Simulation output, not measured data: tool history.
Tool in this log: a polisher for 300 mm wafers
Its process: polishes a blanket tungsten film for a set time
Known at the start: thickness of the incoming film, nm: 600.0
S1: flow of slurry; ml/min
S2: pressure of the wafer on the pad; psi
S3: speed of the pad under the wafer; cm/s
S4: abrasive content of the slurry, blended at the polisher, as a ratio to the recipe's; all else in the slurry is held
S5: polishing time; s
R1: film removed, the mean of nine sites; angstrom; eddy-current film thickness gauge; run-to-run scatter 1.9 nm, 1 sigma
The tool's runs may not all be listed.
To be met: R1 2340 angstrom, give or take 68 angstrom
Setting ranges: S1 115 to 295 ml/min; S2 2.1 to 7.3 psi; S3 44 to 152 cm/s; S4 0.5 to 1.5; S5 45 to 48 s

{"run": 1, "hour": 0.0, "S1": 190, "S2": 4.7, "S3": 98, "S4": 1, "S5": 45, "R1": 3221}
{"run": 2, "hour": 5.2, "S1": 185, "S2": 4.2, "S3": 98, "S4": 1, "S5": 45, "R1": 2918.2}
{"run": 3, "hour": 6.7, "S1": 180, "S2": 3.9, "S3": 98, "S4": 1, "S5": 45, "R1": 2643.6}
{"run": 4, "hour": 13.0, "S1": 170, "S2": 3.8, "S3": 98, "S4": 1, "S5": 45, "R1": 2582.2}
{"run": 5, "hour": 18.1, "S1": 205, "S2": 3.8, "S3": 98, "S4": 1, "S5": 45, "R1": 2662.1}
{"run": 6, "hour": 23.4, "S1": 195, "S2": 3.6, "S3": 98, "S4": 1, "S5": 45, "R1": 2518.3}
{"run": 7, "hour": 28.8, "S1": 195, "S2": 3.6, "S3": 98, "S4": 1, "S5": 45, "R1": 2491.1}
{"run": 8, "hour": 35.6, "S1": 190, "S2": 3.5, "S3": 98, "S4": 1, "S5": 45, "R1": 2421.7}
{"run": 9, "hour": 37.2, "S1": 185, "S2": 3.5, "S3": 98, "S4": 1, "S5": 45, "R1": 2421.7}
{"run": 10, "hour": 38.4, "S1": 180, "S2": 3.5, "S3": 98, "S4": 1, "S5": 45, "R1": 2426.7}

Next run, 4 choices. One meets every target within its allowed miss, the rest don't. Which?
{"run": "A", "hour": 39.6, "S1": 175, "S2": 2.8, "S3": 116, "S4": 1.3, "S5": 46, "R1": "?"}
{"run": "B", "hour": 39.6, "S1": 200, "S2": 3.7, "S3": 100, "S4": 0.95, "S5": 45, "R1": "?"}
{"run": "C", "hour": 39.6, "S1": 195, "S2": 3.4, "S3": 98, "S4": 1.05, "S5": 47, "R1": "?"}
{"run": "D", "hour": 39.6, "S1": 145, "S2": 3.1, "S3": 110, "S4": 1, "S5": 45, "R1": "?"}

move=A R1=2498.2
move=B R1=2590.5
move=C R1=2506.9
move=D R1=2328.7
A: the biggest miss grows against the last run
B: the biggest miss grows against the last run
C: the biggest miss grows against the last run
D: every result lands within tolerance
The move that meets every target is D.
